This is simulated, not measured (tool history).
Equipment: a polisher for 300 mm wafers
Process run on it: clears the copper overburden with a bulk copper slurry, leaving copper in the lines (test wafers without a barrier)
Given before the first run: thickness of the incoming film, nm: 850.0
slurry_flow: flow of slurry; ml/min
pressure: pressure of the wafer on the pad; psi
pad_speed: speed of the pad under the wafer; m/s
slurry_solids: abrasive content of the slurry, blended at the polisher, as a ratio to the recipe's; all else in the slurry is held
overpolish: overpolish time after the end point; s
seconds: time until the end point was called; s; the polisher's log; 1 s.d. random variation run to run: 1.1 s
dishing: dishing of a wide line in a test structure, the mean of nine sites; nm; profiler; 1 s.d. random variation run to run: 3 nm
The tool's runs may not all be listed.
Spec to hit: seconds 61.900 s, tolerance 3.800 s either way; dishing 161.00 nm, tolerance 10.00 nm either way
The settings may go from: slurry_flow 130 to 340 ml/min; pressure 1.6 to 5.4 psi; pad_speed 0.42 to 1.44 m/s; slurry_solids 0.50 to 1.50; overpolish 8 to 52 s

run 1 day=0.000 | slurry_flow=220 pressure=3.5 pad_speed=0.92 slurry_solids=1.00 overpolish=26 | seconds=83.287 dishing=116.61
run 2 day=0.025 | slurry_flow=220 pressure=3.5 pad_speed=0.92 slurry_solids=0.80 overpolish=26 | seconds=89.043 dishing=114.81
run 3 day=0.158 | slurry_flow=220 pressure=3.5 pad_speed=1.06 slurry_solids=0.80 overpolish=26 | seconds=78.060 dishing=126.70
run 4 day=0.467 | slurry_flow=250 pressure=3.5 pad_speed=1.06 slurry_solids=0.80 overpolish=26 | seconds=77.713 dishing=123.89
run 5 day=0.617 | slurry_flow=250 pressure=3.5 pad_speed=1.16 slurry_solids=0.80 overpolish=26 | seconds=69.331 dishing=127.19
run 6 day=0.833 | slurry_flow=250 pressure=3.6 pad_speed=1.16 slurry_solids=0.80 overpolish=28 | seconds=68.866 dishing=132.90
run 7 day=0.946 | slurry_flow=250 pressure=3.7 pad_speed=1.16 slurry_solids=0.80 overpolish=30 | seconds=68.354 dishing=135.47
run 8 day=1.021 | slurry_flow=250 pressure=3.9 pad_speed=1.16 slurry_solids=0.80 overpolish=32 | seconds=67.012 dishing=142.71
run 9 day=1.362 | slurry_flow=250 pressure=4.0 pad_speed=1.16 slurry_solids=0.80 overpolish=33 | seconds=63.150 dishing=146.57
run 10 day=1.446 | slurry_flow=250 pressure=4.0 pad_speed=1.16 slurry_solids=0.80 overpolish=35 | seconds=64.073 dishing=151.79
run 11 day=1.492 | slurry_flow=250 pressure=4.0 pad_speed=1.16 slurry_solids=0.80 overpolish=36 | seconds=64.559 dishing=143.12

Next run, 5 choices. One meets every target within its allowed miss, the rest don't. Which?
run A day=1.538 | slurry_flow=285 pressure=3.5 pad_speed=1.34 slurry_solids=0.95 overpolish=29 | seconds=? dishing=?
run B day=1.538 | slurry_flow=235 pressure=5.0 pad_speed=1.18 slurry_solids=0.75 overpolish=37 | seconds=? dishing=?
run C day=1.538 | slurry_flow=280 pressure=3.3 pad_speed=1.28 slurry_solids=0.85 overpolish=34 | seconds=? dishing=?
run D day=1.538 | slurry_flow=315 pressure=3.9 pad_speed=1.10 slurry_solids=1.25 overpolish=27 | seconds=? dishing=?
run E day=1.538 | slurry_flow=210 pressure=4.7 pad_speed=1.14 slurry_solids=0.65 overpolish=49 | seconds=? dishing=?

move=A seconds=59.231 dishing=135.49
move=B seconds=53.226 dishing=159.76
move=C seconds=66.875 dishing=134.63
move=D seconds=60.006 dishing=135.94
move=E seconds=60.953 dishing=160.24
A: further off than the last run
B: brings the last run's worst result on target, with another outside its allowed miss
C: further off than the last run
D: further off than the last run
E: every result lands within tolerance
Answer: E
